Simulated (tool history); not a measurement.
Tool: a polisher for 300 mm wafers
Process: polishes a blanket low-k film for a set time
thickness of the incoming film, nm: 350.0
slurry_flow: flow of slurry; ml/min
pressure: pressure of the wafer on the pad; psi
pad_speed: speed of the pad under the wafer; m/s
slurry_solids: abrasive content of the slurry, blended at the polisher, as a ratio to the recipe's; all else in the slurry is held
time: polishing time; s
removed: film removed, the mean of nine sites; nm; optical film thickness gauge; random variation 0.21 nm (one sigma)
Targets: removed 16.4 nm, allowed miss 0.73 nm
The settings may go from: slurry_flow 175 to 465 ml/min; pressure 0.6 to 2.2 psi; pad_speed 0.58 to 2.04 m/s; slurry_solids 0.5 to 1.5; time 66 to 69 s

run	hour	slurry_flow	pressure	pad_speed	slurry_solids	time	removed
1	0	295	1.4	1.3	1	66	22.578
2	2.3	295	1.6	1.3	1	66	26.223
3	10.4	295	1.5	1.3	1	66	25.041
4	12.9	295	1.5	1.3	1	69	25.187
5	14.4	295	1.8	1.3	1	69	30.576
6	18.6	295	1.8	1.58	1	69	36.242
7	27.4	295	1.6	1.54	1	69	30.79
8	31.8	295	1.4	1.52	1	69	27.171
9	33	295	1.3	1.5	1	69	24.797

Which of these 4 next moves meets every target?
A	34.2	305	0.8	1.28	0.9	66	?
B	34.2	210	1.2	1.5	0.8	66	?
C	34.2	205	1.2	1.2	0.8	67	?
D	34.2	265	1.7	1.7	0.85	69	?

move	removed
A	12.639
B	19.222
C	16.357
D	32.756
A: takes the result that was furthest off past its target
B: nearer than the last run, and not there yet
C: meets every target
D: further off than the last run
The right move is C.

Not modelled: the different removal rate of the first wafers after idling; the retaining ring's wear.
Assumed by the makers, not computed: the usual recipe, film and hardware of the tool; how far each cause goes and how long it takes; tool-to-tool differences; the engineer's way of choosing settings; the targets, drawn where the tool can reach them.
